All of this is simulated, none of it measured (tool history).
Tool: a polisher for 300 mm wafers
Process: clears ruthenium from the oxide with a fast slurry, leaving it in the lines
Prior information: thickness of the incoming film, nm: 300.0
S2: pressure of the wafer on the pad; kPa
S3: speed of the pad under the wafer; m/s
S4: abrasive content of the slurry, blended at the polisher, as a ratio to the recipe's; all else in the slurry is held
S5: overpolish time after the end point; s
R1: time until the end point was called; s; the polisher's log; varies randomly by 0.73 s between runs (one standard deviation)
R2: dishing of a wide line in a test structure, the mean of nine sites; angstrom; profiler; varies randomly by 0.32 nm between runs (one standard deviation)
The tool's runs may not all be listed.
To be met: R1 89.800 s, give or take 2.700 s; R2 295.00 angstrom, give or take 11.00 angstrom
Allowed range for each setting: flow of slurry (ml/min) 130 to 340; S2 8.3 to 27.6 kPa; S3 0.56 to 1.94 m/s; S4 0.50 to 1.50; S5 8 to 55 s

run 1 hour=0.0 | flow_of_slurry_(ml/min)=220 S2=17.9 S3=1.24 S4=1.00 S5=28 | R1=87.769 R2=477.45
run 2 hour=7.5 | flow_of_slurry_(ml/min)=220 S2=17.9 S3=1.44 S4=1.00 S5=28 | R1=76.533 R2=490.38
run 3 hour=11.5 | flow_of_slurry_(ml/min)=220 S2=17.9 S3=1.44 S4=1.00 S5=36 | R1=78.429 R2=534.62
run 4 hour=18.8 | flow_of_slurry_(ml/min)=210 S2=17.2 S3=1.50 S4=0.95 S5=32 | R1=81.006 R2=502.89
run 5 hour=26.9 | flow_of_slurry_(ml/min)=210 S2=20.0 S3=1.50 S4=0.95 S5=32 | R1=71.486 R2=513.87
-- hour=32.9 worn pad replaced by a new one
run 6 hour=32.9 | flow_of_slurry_(ml/min)=210 S2=20.0 S3=1.50 S4=0.95 S5=37 | R1=64.411 R2=550.28
run 7 hour=39.1 | flow_of_slurry_(ml/min)=200 S2=20.7 S3=1.44 S4=0.90 S5=33 | R1=66.457 R2=531.55
run 8 hour=47.6 | flow_of_slurry_(ml/min)=200 S2=20.0 S3=1.50 S4=0.85 S5=30 | R1=70.721 R2=516.82
run 9 hour=49.2 | flow_of_slurry_(ml/min)=190 S2=19.3 S3=1.46 S4=0.95 S5=27 | R1=69.102 R2=506.87
run 10 hour=49.7 | flow_of_slurry_(ml/min)=210 S2=20.0 S3=1.44 S4=0.90 S5=24 | R1=69.100 R2=482.19
run 11 hour=54.2 | flow_of_slurry_(ml/min)=230 S2=20.0 S3=1.42 S4=0.85 S5=22 | R1=70.684 R2=474.59
run 12 hour=60.5 | flow_of_slurry_(ml/min)=230 S2=20.0 S3=1.42 S4=0.85 S5=22 | R1=70.993 R2=472.20
run 13 hour=68.6 | flow_of_slurry_(ml/min)=245 S2=19.3 S3=1.40 S4=0.90 S5=20 | R1=71.578 R2=451.78
run 14 hour=74.3 | flow_of_slurry_(ml/min)=260 S2=17.9 S3=1.42 S4=1.00 S5=18 | R1=70.839 R2=431.42
run 15 hour=77.8 | flow_of_slurry_(ml/min)=270 S2=16.5 S3=1.42 S4=1.05 S5=17 | R1=74.296 R2=409.06
run 16 hour=81.0 | flow_of_slurry_(ml/min)=280 S2=15.2 S3=1.42 S4=1.10 S5=16 | R1=79.698 R2=386.45
run 17 hour=84.6 | flow_of_slurry_(ml/min)=340 S2=10.3 S3=1.56 S4=1.35 S5=8 | R1=94.469 R2=213.44
run 18 hour=93.1 | flow_of_slurry_(ml/min)=340 S2=10.3 S3=1.56 S4=1.35 S5=8 | R1=93.292 R2=211.40
run 19 hour=99.4 | flow_of_slurry_(ml/min)=325 S2=10.3 S3=1.56 S4=1.35 S5=8 | R1=96.501 R2=211.10
run 20 hour=102.4 | flow_of_slurry_(ml/min)=325 S2=11.0 S3=1.54 S4=1.30 S5=8 | R1=91.840 R2=213.11
run 21 hour=104.6 | flow_of_slurry_(ml/min)=325 S2=11.0 S3=1.54 S4=1.30 S5=8 | R1=90.908 R2=218.23

Next run, 5 choices. One meets every target within its allowed miss, the rest don't. Which?
run A hour=106.8 | flow_of_slurry_(ml/min)=335 S2=11.0 S3=1.64 S4=1.20 S5=16 | R1=? R2=?
run B hour=106.8 | flow_of_slurry_(ml/min)=305 S2=11.7 S3=1.52 S4=1.35 S5=15 | R1=? R2=?
run C hour=106.8 | flow_of_slurry_(ml/min)=305 S2=12.4 S3=1.38 S4=1.20 S5=15 | R1=? R2=?
run D hour=106.8 | flow_of_slurry_(ml/min)=325 S2=11.0 S3=1.52 S4=1.35 S5=14 | R1=? R2=?
run E hour=106.8 | flow_of_slurry_(ml/min)=290 S2=12.4 S3=1.28 S4=1.50 S5=12 | R1=? R2=?

move=A R1=91.666 R2=353.45
move=B R1=87.722 R2=349.11
move=C R1=94.111 R2=334.34
move=D R1=92.436 R2=323.69
move=E R1=90.866 R2=295.62
A: pushes the last run's worst result past its target
B: pushes the last run's worst result past its target
C: pushes the last run's worst result past its target
D: pushes the last run's worst result past its target
E: every result lands within tolerance
E meets every target.
